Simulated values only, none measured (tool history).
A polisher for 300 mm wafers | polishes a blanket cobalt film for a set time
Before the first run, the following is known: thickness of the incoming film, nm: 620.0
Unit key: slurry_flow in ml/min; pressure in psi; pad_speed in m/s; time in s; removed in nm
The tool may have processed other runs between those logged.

Run 1, hour 0: slurry_flow 200 ml/min, pressure 1.7 psi, pad_speed 1.16 m/s, time 58 s. Result: removed 297.17 nm.
Run 2, hour 6.5: slurry_flow 200 ml/min, pressure 1.7 psi, pad_speed 1.16 m/s, time 58 s. Result: removed 292.34 nm.
Run 3, hour 11.2: slurry_flow 235 ml/min, pressure 1.7 psi, pad_speed 1.16 m/s, time 58 s. Result: removed 299.58 nm.
Run 4, hour 16.2: slurry_flow 235 ml/min, pressure 1.5 psi, pad_speed 1.1 m/s, time 58 s. Result: removed 253.49 nm.
Run 5, hour 17.3: slurry_flow 235 ml/min, pressure 1.4 psi, pad_speed 1.06 m/s, time 58 s. Result: removed 237.27 nm.
Run 6, hour 24.6: slurry_flow 235 ml/min, pressure 1.4 psi, pad_speed 0.92 m/s, time 58 s. Result: removed 205.5 nm.
Run 7, hour 31.4: slurry_flow 235 ml/min, pressure 1.3 psi, pad_speed 0.9 m/s, time 58 s. Result: removed 182.6 nm.
Run 8, hour 33.7: slurry_flow 230 ml/min, pressure 1.2 psi, pad_speed 0.9 m/s, time 58 s. Result: removed 172.71 nm.
Run 9, hour 35.7: slurry_flow 225 ml/min, pressure 1.1 psi, pad_speed 0.9 m/s, time 58 s. Result: removed 160.68 nm.
Run 10, hour 38.1: slurry_flow 215 ml/min, pressure 1.1 psi, pad_speed 0.9 m/s, time 58 s. Result: removed 160.25 nm.
Run 11, hour 42.7: slurry_flow 210 ml/min, pressure 1.1 psi, pad_speed 0.9 m/s, time 58 s. Result: removed 156.17 nm.

What does the tool deliver on the next run?
Run 12, hour 43.5: slurry_flow 180 ml/min, pressure 0.9 psi, pad_speed 0.9 m/s, time 58 s. Result: removed ?.

{"run 12": {"removed": 128.25}}

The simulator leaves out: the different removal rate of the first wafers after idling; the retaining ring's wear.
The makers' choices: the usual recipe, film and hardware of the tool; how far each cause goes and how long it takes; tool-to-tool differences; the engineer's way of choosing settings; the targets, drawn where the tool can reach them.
